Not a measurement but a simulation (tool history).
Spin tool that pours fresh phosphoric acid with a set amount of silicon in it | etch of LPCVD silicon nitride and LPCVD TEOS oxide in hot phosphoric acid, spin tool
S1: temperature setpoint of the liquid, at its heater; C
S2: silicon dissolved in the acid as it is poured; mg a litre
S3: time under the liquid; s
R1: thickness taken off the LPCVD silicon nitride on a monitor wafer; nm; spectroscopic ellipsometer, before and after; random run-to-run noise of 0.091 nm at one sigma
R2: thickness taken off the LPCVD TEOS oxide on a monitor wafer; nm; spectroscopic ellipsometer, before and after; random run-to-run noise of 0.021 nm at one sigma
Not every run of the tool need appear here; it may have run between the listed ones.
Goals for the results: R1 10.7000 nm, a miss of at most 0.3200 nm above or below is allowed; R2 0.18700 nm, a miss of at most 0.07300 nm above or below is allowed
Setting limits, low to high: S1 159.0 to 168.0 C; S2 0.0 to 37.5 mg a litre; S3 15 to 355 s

run	hour	S1	S2	S3	R1	R2
1	0.0	164.0	16.5	180	18.8030	0.29571
2	8.8	164.0	16.5	220	23.2270	0.38644
3	16.0	163.0	14.0	190	19.4890	0.31519
4	18.0	163.0	7.5	190	19.3530	0.36300
5	23.5	162.5	7.0	165	16.4590	0.32096
6	28.7	162.0	7.5	150	14.9910	0.29102
7	30.7	161.5	8.5	140	13.5340	0.25816
8	33.8	159.0	10.5	115	10.3040	0.17275

Which one of the following 5 next-run settings gets every result inside its allowed miss? There is exactly one.
A	36.9	159.0	5.5	120	?	?
B	36.9	159.0	26.0	110	?	?
C	36.9	163.0	6.0	95	?	?
D	36.9	159.0	7.5	110	?	?
E	36.9	159.0	11.5	110	?	?

move	R1	R2
A	10.6260	0.19772
B	9.7403	0.10619
C	9.6157	0.20813
D	9.7403	0.17392
E	9.7403	0.15928
A: each result inside its tolerance
B: further off than the last run
C: further off than the last run
D: further off than the last run
E: further off than the last run
Move A is the one to make.

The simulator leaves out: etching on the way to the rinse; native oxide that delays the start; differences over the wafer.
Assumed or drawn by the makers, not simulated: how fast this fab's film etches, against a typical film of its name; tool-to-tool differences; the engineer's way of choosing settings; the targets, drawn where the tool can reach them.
